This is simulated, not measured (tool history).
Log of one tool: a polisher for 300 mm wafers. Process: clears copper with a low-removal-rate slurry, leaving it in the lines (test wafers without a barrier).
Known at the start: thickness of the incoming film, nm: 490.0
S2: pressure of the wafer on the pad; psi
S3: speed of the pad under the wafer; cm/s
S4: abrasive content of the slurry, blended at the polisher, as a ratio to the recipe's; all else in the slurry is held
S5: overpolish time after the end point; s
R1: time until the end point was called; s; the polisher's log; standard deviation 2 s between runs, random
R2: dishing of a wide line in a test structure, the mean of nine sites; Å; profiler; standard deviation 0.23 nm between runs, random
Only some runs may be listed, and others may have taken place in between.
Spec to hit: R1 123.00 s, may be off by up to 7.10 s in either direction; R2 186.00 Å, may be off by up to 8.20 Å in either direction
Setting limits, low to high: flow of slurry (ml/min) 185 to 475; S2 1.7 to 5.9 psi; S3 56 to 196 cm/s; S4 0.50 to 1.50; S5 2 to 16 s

run 1 day=0.000 | flow_of_slurry_(ml/min)=305 S2=3.8 S3=126 S4=1.00 S5=8 | R1=123.74 R2=231.99
run 2 day=0.312 | flow_of_slurry_(ml/min)=305 S2=3.8 S3=126 S4=0.90 S5=8 | R1=124.79 R2=227.00
run 3 day=0.354 | flow_of_slurry_(ml/min)=300 S2=3.8 S3=126 S4=0.90 S5=8 | R1=127.73 R2=230.37
run 4 day=0.662 | flow_of_slurry_(ml/min)=300 S2=3.8 S3=126 S4=0.90 S5=10 | R1=129.46 R2=278.04
run 5 day=0.896 | flow_of_slurry_(ml/min)=305 S2=3.8 S3=126 S4=0.90 S5=9 | R1=129.22 R2=259.40
-- day=0.988 worn pad replaced by a new one
run 6 day=0.988 | flow_of_slurry_(ml/min)=305 S2=3.8 S3=126 S4=1.05 S5=9 | R1=121.62 R2=277.30
run 7 day=1.125 | flow_of_slurry_(ml/min)=305 S2=3.8 S3=126 S4=1.00 S5=8 | R1=120.40 R2=240.51
run 8 day=1.388 | flow_of_slurry_(ml/min)=305 S2=3.7 S3=126 S4=0.95 S5=7 | R1=123.18 R2=210.28

Next run, 5 choices. One meets every target within its allowed miss, the rest don't. Which?
run A day=1.650 | flow_of_slurry_(ml/min)=300 S2=3.1 S3=138 S4=1.00 S5=9 | R1=? R2=?
run B day=1.650 | flow_of_slurry_(ml/min)=295 S2=3.6 S3=128 S4=1.00 S5=8 | R1=? R2=?
run C day=1.650 | flow_of_slurry_(ml/min)=410 S2=2.7 S3=168 S4=0.65 S5=9 | R1=? R2=?
run D day=1.650 | flow_of_slurry_(ml/min)=190 S2=3.2 S3=154 S4=1.00 S5=8 | R1=? R2=?
run E day=1.650 | flow_of_slurry_(ml/min)=300 S2=3.9 S3=124 S4=0.85 S5=6 | R1=? R2=?

move=A R1=130.31 R2=260.59
move=B R1=125.50 R2=244.17
move=C R1=124.28 R2=270.07
move=D R1=121.43 R2=250.40
move=E R1=124.87 R2=189.98
A: lands further from the targets than the last run did
B: lands further from the targets than the last run did
C: lands further from the targets than the last run did
D: lands further from the targets than the last run did
E: every result lands within tolerance
The right move is E.

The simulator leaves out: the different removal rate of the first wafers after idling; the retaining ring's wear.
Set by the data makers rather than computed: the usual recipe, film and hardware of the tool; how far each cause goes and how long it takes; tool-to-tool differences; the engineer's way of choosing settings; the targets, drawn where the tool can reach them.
